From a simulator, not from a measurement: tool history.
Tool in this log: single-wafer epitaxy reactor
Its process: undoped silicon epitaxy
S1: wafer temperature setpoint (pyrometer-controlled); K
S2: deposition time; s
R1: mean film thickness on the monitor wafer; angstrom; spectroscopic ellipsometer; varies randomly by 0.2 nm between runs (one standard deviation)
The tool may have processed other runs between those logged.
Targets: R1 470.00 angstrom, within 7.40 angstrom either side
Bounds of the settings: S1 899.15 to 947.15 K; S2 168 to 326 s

run,hour,S1,S2,R1
1,0.0,923.15,247,436.54
2,6.5,924.15,247,445.10
3,12.8,917.15,247,389.32
4,17.1,908.15,247,327.91
5,18.7,899.15,247,271.96
6,22.7,899.15,213,233.22
7,30.2,904.15,213,256.67
8,36.0,909.15,213,285.40
9,43.7,913.15,213,309.77
10,48.7,916.15,213,329.33
11,52.3,928.15,214,413.30
12,53.8,936.15,215,483.19

Which one of the following 4 next-run settings gets every result inside its allowed miss? There is exactly one.
A,55.3,938.15,192,?
B,55.3,936.15,209,?
C,55.3,933.15,211,?
D,55.3,941.15,185,?

move,R1
A,451.11
B,473.05
C,451.44
D,459.59
A: takes the result that was furthest off past its target
B: every result within its allowed miss
C: takes the result that was furthest off past its target
D: takes the result that was furthest off past its target
Answer: B
